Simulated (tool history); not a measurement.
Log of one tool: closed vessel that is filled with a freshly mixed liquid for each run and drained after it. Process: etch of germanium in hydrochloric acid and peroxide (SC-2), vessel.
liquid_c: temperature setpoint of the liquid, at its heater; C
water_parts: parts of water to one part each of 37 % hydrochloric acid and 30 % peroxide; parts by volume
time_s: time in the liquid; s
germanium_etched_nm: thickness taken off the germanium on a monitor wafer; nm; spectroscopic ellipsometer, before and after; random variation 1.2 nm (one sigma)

run	day	liquid_c	water_parts	time_s	germanium_etched_nm
1	0.000	65.0	9.5	105	251.52
2	0.267	65.0	9.5	110	265.02
3	0.433	61.5	9.5	110	238.45
4	0.546	61.5	9.5	105	230.25
# day 0.825: chemicals flow meter replaced
5	0.825	61.5	12.0	105	226.17
6	1.062	61.5	10.0	105	230.22
7	1.350	58.5	10.0	105	211.24

The next listed run, before its measurement:
8	1.579	52.5	10.5	105	?

{"run 8": {"germanium_etched_nm": 174.47}}
